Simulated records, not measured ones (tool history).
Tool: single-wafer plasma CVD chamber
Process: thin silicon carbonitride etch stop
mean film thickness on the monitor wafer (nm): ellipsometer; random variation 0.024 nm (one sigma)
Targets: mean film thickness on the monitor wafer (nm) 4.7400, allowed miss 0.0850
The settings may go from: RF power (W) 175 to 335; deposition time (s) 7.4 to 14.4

run	hour	RF power (W)	deposition time (s)	mean film thickness on the monitor wafer (nm)
1	0.0	255	10.9	6.8182
2	5.0	270	10.9	7.0131
3	11.7	255	10.4	6.5439
4	13.7	245	9.9	6.1711
5	20.6	225	9.9	6.0308
6	24.7	205	9.9	5.9138
7	29.6	200	9.5	5.5931
8	31.8	195	9.2	5.3672
9	36.0	190	9.0	5.2377
10	42.5	175	7.9	4.4781

5 next moves are on the table. One of them brings every result within its allowed miss. Which?
A	49.0	180	7.9	?
B	49.0	200	8.1	?
C	49.0	175	8.0	?
D	49.0	180	8.6	?
E	49.0	185	7.9	?

move	mean film thickness on the monitor wafer (nm)
A	4.5167
B	4.7610
C	4.5405
D	4.9169
E	4.5492
A: nearer than the last run, and not there yet
B: meets every target
C: nearer than the last run, and not there yet
D: takes the result that was furthest off past its target
E: nearer than the last run, and not there yet
Answer: B

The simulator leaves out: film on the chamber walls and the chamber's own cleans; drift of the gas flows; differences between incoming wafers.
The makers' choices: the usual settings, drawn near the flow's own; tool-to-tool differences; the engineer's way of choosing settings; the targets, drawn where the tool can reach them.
